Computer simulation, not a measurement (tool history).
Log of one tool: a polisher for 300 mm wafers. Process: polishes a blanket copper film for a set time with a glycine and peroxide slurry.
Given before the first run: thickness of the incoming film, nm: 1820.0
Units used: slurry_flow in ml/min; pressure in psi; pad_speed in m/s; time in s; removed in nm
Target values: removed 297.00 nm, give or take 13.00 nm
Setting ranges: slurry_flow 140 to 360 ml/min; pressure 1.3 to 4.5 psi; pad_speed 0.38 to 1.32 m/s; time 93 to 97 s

| run | day | slurry_flow | pressure | pad_speed | time | removed |
|---|---|---|---|---|---|---|
| 1 | 0.000 | 230 | 2.9 | 0.84 | 93 | 404.15 |
| 2 | 0.346 | 230 | 2.7 | 0.84 | 93 | 382.72 |
| 3 | 0.488 | 230 | 2.7 | 0.84 | 97 | 406.49 |
| 4 | 0.579 | 230 | 2.5 | 0.84 | 97 | 381.31 |
| 5 | 0.725 | 230 | 2.1 | 0.84 | 97 | 331.88 |
| 6 | 0.875 | 190 | 2.1 | 0.84 | 97 | 335.30 |
| 7 | 1.179 | 190 | 2.1 | 0.84 | 97 | 330.96 |
| 8 | 1.229 | 190 | 2.0 | 0.84 | 97 | 312.19 |

Exactly one of the 4 candidate moves below puts every result within its allowed miss. Which one?
| A | 1.279 | 230 | 2.1 | 0.80 | 95 | ? |
| B | 1.279 | 210 | 2.0 | 0.88 | 97 | ? |
| C | 1.279 | 155 | 1.6 | 1.00 | 97 | ? |
| D | 1.279 | 140 | 1.6 | 0.96 | 93 | ? |

| move | removed |
|---|---|
| A | 321.89 |
| B | 332.59 |
| C | 295.70 |
| D | 270.74 |
A: misses by more than the last run did
B: misses by more than the last run did
C: all results in spec
D: takes the biggest miss from the last run beyond its target
Correct choice: C, which meets every target
